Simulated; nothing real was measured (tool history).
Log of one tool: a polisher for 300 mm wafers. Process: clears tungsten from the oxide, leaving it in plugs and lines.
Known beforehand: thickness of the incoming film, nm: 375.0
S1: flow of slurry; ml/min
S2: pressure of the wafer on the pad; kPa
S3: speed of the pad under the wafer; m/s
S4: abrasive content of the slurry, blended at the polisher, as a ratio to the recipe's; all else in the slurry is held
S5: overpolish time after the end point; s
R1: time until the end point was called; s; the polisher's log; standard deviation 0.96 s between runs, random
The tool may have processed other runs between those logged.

run	day	S1	S2	S3	S4	S5	R1
1	0	155	17.9	0.88	1	16	160.27
2	0.179	140	17.9	0.88	1	16	167.34
3	0.512	125	17.9	0.88	1	16	170.03
4	0.538	145	21.4	0.9	1	16	136.92
5	0.908	145	21.4	1.02	1	16	122.8
6	1.162	145	21.4	1.02	1	17	126.29
7	1.517	160	23.4	1.04	1	17	111.16

Predict the results of run 8:
8	1.579	160	24.8	1.06	1	17	?

R1: 100.87 s
